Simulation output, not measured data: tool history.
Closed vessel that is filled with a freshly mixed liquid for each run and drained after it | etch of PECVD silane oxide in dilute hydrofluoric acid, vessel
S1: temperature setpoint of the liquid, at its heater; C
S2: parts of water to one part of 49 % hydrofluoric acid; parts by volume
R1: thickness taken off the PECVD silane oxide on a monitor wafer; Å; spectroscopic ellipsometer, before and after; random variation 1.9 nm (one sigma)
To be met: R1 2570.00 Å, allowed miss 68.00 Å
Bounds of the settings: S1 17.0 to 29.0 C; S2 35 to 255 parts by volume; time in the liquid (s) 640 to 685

Run 1, day 0.000: S1 21.0 C, S2 145 parts by volume, time in the liquid (s) 640. Result: R1 772.05 Å.
Run 2, day 0.267: S1 23.0 C, S2 120 parts by volume, time in the liquid (s) 640. Result: R1 1053.60 Å.
Run 3, day 0.500: S1 24.5 C, S2 100 parts by volume, time in the liquid (s) 640. Result: R1 1375.90 Å.
Run 4, day 0.671: S1 26.0 C, S2 100 parts by volume, time in the liquid (s) 640. Result: R1 1449.00 Å.
Run 5, day 0.729: S1 26.0 C, S2 100 parts by volume, time in the liquid (s) 685. Result: R1 1560.10 Å.
Run 6, day 0.896: S1 26.5 C, S2 90 parts by volume, time in the liquid (s) 685. Result: R1 1767.00 Å.
Run 7, day 0.929: S1 27.0 C, S2 80 parts by volume, time in the liquid (s) 685. Result: R1 2096.70 Å.
Run 8, day 1.121: S1 27.5 C, S2 75 parts by volume, time in the liquid (s) 685. Result: R1 2239.20 Å.
Run 9, day 1.475: S1 28.0 C, S2 75 parts by volume, time in the liquid (s) 685. Result: R1 2286.50 Å.

Which of these 4 next moves meets every target?
Run A, day 1.829: S1 28.5 C, S2 70 parts by volume, time in the liquid (s) 660. Result: R1 ?.
Run B, day 1.829: S1 29.0 C, S2 70 parts by volume, time in the liquid (s) 685. Result: R1 ?.
Run C, day 1.829: S1 27.0 C, S2 85 parts by volume, time in the liquid (s) 670. Result: R1 ?.
Run D, day 1.829: S1 29.0 C, S2 65 parts by volume, time in the liquid (s) 685. Result: R1 ?.

move       R1
   A  2431.70
   B  2573.40
   C  1877.80
   D  2791.60
A: nearer than the last run, and not there yet
B: meets every target
C: further off than the last run
D: takes the result that was furthest off past its target
Move B is the one to make.

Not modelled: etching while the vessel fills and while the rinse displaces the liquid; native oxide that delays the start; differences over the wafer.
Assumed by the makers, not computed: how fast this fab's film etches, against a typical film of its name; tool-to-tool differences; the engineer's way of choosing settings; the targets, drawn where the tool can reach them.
